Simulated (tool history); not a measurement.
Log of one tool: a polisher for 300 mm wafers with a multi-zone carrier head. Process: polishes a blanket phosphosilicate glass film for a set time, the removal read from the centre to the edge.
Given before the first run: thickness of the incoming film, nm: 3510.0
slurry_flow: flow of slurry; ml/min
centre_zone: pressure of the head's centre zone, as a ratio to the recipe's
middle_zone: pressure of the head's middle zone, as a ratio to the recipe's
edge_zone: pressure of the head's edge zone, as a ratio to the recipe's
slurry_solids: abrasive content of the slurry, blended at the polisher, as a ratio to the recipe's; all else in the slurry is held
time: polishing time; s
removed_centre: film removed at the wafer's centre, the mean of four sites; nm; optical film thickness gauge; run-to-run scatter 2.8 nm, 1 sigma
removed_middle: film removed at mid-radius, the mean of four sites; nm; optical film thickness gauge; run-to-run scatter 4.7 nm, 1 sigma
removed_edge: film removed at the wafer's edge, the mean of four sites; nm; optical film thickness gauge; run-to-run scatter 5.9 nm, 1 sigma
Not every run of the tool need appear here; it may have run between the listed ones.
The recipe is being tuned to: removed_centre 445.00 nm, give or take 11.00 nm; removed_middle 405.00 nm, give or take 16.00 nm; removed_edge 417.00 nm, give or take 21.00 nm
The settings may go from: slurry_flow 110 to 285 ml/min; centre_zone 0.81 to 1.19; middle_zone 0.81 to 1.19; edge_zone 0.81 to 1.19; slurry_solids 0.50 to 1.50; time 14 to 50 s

run,hour,slurry_flow,centre_zone,middle_zone,edge_zone,slurry_solids,time,removed_centre,removed_middle,removed_edge
1,0.0,180,1.00,1.00,1.00,1.00,32,344.73,351.00,341.17
2,5.6,180,0.94,1.00,1.00,1.00,32,324.49,349.54,345.53
3,8.8,155,0.94,1.00,1.00,1.00,32,316.09,338.65,343.58
4,16.7,135,0.94,1.00,1.00,1.00,32,304.59,335.72,329.93
5,20.0,135,0.94,1.00,1.00,1.15,32,325.10,355.78,351.05
6,25.7,165,0.97,0.99,1.03,1.15,32,349.64,369.90,374.29
7,27.8,190,1.00,0.98,1.03,1.15,32,368.51,369.26,373.54
8,31.3,210,1.02,0.98,1.05,1.15,32,388.28,377.01,387.91
9,32.6,225,1.04,0.98,1.06,1.15,32,396.84,382.18,395.84

5 candidate next runs follow, results not yet known. Just one meets every target within its allowed miss. Identify it.
A,33.9,225,1.06,0.81,1.10,1.15,34,?,?,?
B,33.9,210,1.13,1.02,1.13,1.10,34,?,?,?
C,33.9,235,0.93,0.89,1.13,1.15,34,?,?,?
D,33.9,195,0.93,0.83,1.18,1.05,36,?,?,?
E,33.9,225,1.00,0.96,1.12,1.15,34,?,?,?

move,removed_centre,removed_middle,removed_edge
A,432.98,356.63,414.74
B,449.09,397.40,409.00
C,381.98,378.85,421.89
D,378.14,361.28,431.48
E,408.61,394.02,417.94
A: gains on the last run, yet a result remains outside its allowed miss
B: all results land within tolerance of their targets
C: its largest miss is bigger than the last run's
D: its largest miss is bigger than the last run's
E: gains on the last run, yet a result remains outside its allowed miss
Move B is the one to make.
